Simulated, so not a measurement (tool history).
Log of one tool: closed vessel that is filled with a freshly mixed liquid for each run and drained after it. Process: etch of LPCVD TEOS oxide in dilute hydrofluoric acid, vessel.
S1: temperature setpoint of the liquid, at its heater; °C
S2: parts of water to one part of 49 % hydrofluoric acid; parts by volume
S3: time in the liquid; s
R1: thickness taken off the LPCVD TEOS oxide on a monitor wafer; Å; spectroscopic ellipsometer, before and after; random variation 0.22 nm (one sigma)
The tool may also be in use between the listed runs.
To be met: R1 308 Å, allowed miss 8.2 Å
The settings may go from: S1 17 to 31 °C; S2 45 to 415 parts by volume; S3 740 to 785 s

run,hour,S1,S2,S3,R1
1,0,23,230,740,497.6
2,8.9,22,240,740,454.09
3,11.2,21,250,740,416.99
4,17.5,20.5,255,740,401.23
5,19.5,20,260,740,385.25
6,20.9,20,290,740,335.53
7,27.6,19.5,290,740,334.55
8,36.6,17,295,740,294.41

Which of these 4 next moves meets every target?
A,45.6,17,300,745,?
B,45.6,17.5,270,740,?
C,45.6,17.5,305,785,?
D,45.6,17,300,740,?

move,R1
A,289.56
B,333.83
C,304.65
D,287.62
A: further off than the last run
B: takes the result that was furthest off past its target
C: meets every target
D: further off than the last run
Move C is the one to make.
